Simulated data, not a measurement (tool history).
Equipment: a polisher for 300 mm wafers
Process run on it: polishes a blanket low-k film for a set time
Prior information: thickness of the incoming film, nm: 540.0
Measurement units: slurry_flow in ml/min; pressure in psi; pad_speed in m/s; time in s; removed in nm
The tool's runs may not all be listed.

{"run": 1, "day": 0.0, "slurry_flow": 315, "pressure": 2.4, "pad_speed": 1.28, "slurry_solids": 1, "time": 48, "removed": 35.07}
{"run": 2, "day": 0.171, "slurry_flow": 310, "pressure": 2.1, "pad_speed": 1.26, "slurry_solids": 1, "time": 48, "removed": 31.783}
{"run": 3, "day": 0.283, "slurry_flow": 310, "pressure": 2.1, "pad_speed": 1.26, "slurry_solids": 0.9, "time": 48, "removed": 29.934}
{"run": 4, "day": 0.458, "slurry_flow": 310, "pressure": 1.9, "pad_speed": 1.24, "slurry_solids": 0.9, "time": 48, "removed": 27.717}
{"run": 5, "day": 0.754, "slurry_flow": 355, "pressure": 1.9, "pad_speed": 1.24, "slurry_solids": 0.9, "time": 48, "removed": 28.136}
{"run": 6, "day": 0.9, "slurry_flow": 355, "pressure": 1.9, "pad_speed": 1.24, "slurry_solids": 0.9, "time": 48, "removed": 27.871}
{"run": 7, "day": 1.192, "slurry_flow": 355, "pressure": 1.7, "pad_speed": 1.22, "slurry_solids": 0.9, "time": 48, "removed": 25.648}

Estimate the outcome of run 8 from the log above:
{"run": 8, "day": 1.238, "slurry_flow": 355, "pressure": 1.6, "pad_speed": 1.2, "slurry_solids": 0.9, "time": 48, "removed": "?"}

Run 8 came out at removed 24.765 nm.
